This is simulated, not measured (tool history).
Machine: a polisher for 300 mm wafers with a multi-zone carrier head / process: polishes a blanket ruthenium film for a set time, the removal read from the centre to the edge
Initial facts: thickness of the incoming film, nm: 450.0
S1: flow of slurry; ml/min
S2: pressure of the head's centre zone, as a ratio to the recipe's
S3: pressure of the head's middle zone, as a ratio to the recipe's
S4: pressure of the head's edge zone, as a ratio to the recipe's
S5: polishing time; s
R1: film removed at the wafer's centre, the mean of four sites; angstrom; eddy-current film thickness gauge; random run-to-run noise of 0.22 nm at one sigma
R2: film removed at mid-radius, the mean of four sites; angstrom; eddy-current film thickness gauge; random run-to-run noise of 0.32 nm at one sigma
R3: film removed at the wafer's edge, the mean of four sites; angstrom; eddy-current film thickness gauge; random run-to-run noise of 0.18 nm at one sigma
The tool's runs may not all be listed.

run 1 hour=0 | S1=130 S2=1 S3=1 S4=1 S5=31 | R1=322.93 R2=321.09 R3=326.72
run 2 hour=8.9 | S1=120 S2=0.96 S3=0.97 S4=1 S5=30 | R1=298.77 R2=293.09 R3=314.73
run 3 hour=10.5 | S1=120 S2=0.96 S3=0.97 S4=1 S5=33 | R1=325.2 R2=325.91 R3=346.81
run 4 hour=14.7 | S1=120 S2=0.96 S3=0.97 S4=1 S5=37 | R1=369.17 R2=358.88 R3=390.67
run 5 hour=18.6 | S1=120 S2=0.96 S3=0.91 S4=1 S5=37 | R1=360.24 R2=336.51 R3=381.01
run 6 hour=23.3 | S1=115 S2=0.93 S3=0.91 S4=1 S5=35 | R1=331.84 R2=324.02 R3=362.23
run 7 hour=31.5 | S1=110 S2=0.91 S3=0.9 S4=1.01 S5=33 | R1=304.89 R2=294.3 R3=342.8
run 8 hour=34 | S1=110 S2=0.91 S3=0.9 S4=1.01 S5=33 | R1=302.55 R2=297.45 R3=343.76

Predict the results of run 9:
run 9 hour=42.6 | S1=105 S2=0.89 S3=0.9 S4=1 S5=32 | R1=? R2=? R3=?

{"run 9": {"R1": 279.51, "R2": 279.18, "R3": 322.54}}
